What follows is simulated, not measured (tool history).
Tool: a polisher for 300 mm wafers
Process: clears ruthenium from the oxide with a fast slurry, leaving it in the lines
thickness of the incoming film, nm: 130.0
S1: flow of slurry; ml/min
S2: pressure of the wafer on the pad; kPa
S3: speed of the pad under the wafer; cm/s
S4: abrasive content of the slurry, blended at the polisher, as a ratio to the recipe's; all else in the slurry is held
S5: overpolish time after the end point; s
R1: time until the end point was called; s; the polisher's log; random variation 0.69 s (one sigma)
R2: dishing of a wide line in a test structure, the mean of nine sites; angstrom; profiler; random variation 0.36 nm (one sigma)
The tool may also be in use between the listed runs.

Run 1, hour 0.0: S1 290 ml/min, S2 19.3 kPa, S3 90 cm/s, S4 1.0, S5 11 s. Result: R1 47.977 s, R2 229.53 angstrom.
Run 2, hour 6.3: S1 290 ml/min, S2 17.9 kPa, S3 90 cm/s, S4 1.0, S5 11 s. Result: R1 51.720 s, R2 210.01 angstrom.
Run 3, hour 10.2: S1 290 ml/min, S2 16.5 kPa, S3 90 cm/s, S4 1.0, S5 12 s. Result: R1 55.635 s, R2 215.71 angstrom.
Run 4, hour 12.9: S1 290 ml/min, S2 16.5 kPa, S3 82 cm/s, S4 1.0, S5 12 s. Result: R1 59.939 s, R2 201.67 angstrom.
Run 5, hour 18.0: S1 290 ml/min, S2 16.5 kPa, S3 82 cm/s, S4 1.0, S5 7 s. Result: R1 59.741 s, R2 137.17 angstrom.
Run 6, hour 19.2: S1 290 ml/min, S2 20.0 kPa, S3 82 cm/s, S4 1.0, S5 7 s. Result: R1 51.023 s, R2 153.78 angstrom.
Run 7, hour 22.5: S1 285 ml/min, S2 14.5 kPa, S3 80 cm/s, S4 1.0, S5 13 s. Result: R1 70.994 s, R2 199.58 angstrom.
Run 8, hour 29.1: S1 280 ml/min, S2 14.5 kPa, S3 80 cm/s, S4 1.0, S5 13 s. Result: R1 70.591 s, R2 195.32 angstrom.
Run 9, hour 35.9: S1 275 ml/min, S2 14.5 kPa, S3 80 cm/s, S4 1.0, S5 13 s. Result: R1 71.111 s, R2 192.25 angstrom.
Run 10, hour 38.9: S1 265 ml/min, S2 14.5 kPa, S3 80 cm/s, S4 1.0, S5 13 s. Result: R1 72.429 s, R2 189.77 angstrom.
Run 11, hour 40.8: S1 255 ml/min, S2 14.5 kPa, S3 80 cm/s, S4 1.0, S5 13 s. Result: R1 71.141 s, R2 187.16 angstrom.
Run 12, hour 42.9: S1 250 ml/min, S2 14.5 kPa, S3 80 cm/s, S4 1.0, S5 13 s. Result: R1 71.848 s, R2 191.51 angstrom.

Forecast run 13:
Run 13, hour 47.2: S1 245 ml/min, S2 14.5 kPa, S3 80 cm/s, S4 1.0, S5 13 s. Result: R1 ?, R2 ?.

R1: 72.429 s
R2: 189.51 angstrom
